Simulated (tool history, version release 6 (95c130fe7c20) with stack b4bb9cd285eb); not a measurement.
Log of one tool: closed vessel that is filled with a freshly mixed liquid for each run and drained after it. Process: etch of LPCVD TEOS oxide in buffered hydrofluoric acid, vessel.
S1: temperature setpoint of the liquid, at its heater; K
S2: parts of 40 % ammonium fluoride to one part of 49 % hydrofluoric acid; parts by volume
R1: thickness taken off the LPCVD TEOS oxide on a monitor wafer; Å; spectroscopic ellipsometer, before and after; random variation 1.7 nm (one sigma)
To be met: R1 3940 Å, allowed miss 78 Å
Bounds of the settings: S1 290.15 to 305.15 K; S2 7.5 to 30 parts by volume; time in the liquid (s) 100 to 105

{"run": 1, "hour": 0.0, "S1": 298.15, "S2": 21, "time in the liquid (s)": 100, "R1": 1400.2}
{"run": 2, "hour": 4.6, "S1": 298.15, "S2": 21, "time in the liquid (s)": 105, "R1": 1454.1}
{"run": 3, "hour": 5.9, "S1": 295.15, "S2": 21, "time in the liquid (s)": 105, "R1": 1242}
{"run": 4, "hour": 9.7, "S1": 295.15, "S2": 15, "time in the liquid (s)": 105, "R1": 1710.5}
{"run": 5, "hour": 10.4, "S1": 295.15, "S2": 15, "time in the liquid (s)": 100, "R1": 1634.5}
{"run": 6, "hour": 15.7, "S1": 295.15, "S2": 10.5, "time in the liquid (s)": 100, "R1": 2289.8}
{"run": 7, "hour": 24.2, "S1": 297.65, "S2": 10.5, "time in the liquid (s)": 100, "R1": 2626.8}
{"run": 8, "hour": 26.5, "S1": 299.65, "S2": 10.5, "time in the liquid (s)": 100, "R1": 2933.2}
{"run": 9, "hour": 28.2, "S1": 301.15, "S2": 10.5, "time in the liquid (s)": 100, "R1": 3207.8}
{"run": 10, "hour": 35.3, "S1": 302.15, "S2": 10.5, "time in the liquid (s)": 100, "R1": 3356.1}
{"run": 11, "hour": 40.2, "S1": 303.15, "S2": 10.5, "time in the liquid (s)": 100, "R1": 3555.2}
{"run": 12, "hour": 45.9, "S1": 303.65, "S2": 10.5, "time in the liquid (s)": 100, "R1": 3629.8}
{"run": 13, "hour": 52.0, "S1": 304.15, "S2": 10.5, "time in the liquid (s)": 100, "R1": 3764.7}

4 next moves are on the table. One of them brings every result within its allowed miss. Which?
{"run": "A", "hour": 58.1, "S1": 304.15, "S2": 11, "time in the liquid (s)": 100, "R1": "?"}
{"run": "B", "hour": 58.1, "S1": 302.15, "S2": 9.5, "time in the liquid (s)": 100, "R1": "?"}
{"run": "C", "hour": 58.1, "S1": 300.65, "S2": 8, "time in the liquid (s)": 100, "R1": "?"}
{"run": "D", "hour": 58.1, "S1": 305.15, "S2": 11.5, "time in the liquid (s)": 105, "R1": "?"}

move=A R1=3589.5
move=B R1=3662
move=C R1=3975.1
move=D R1=3801.9
A: further off than the last run
B: further off than the last run
C: meets every target
D: nearer than the last run, and not there yet
Answer: C
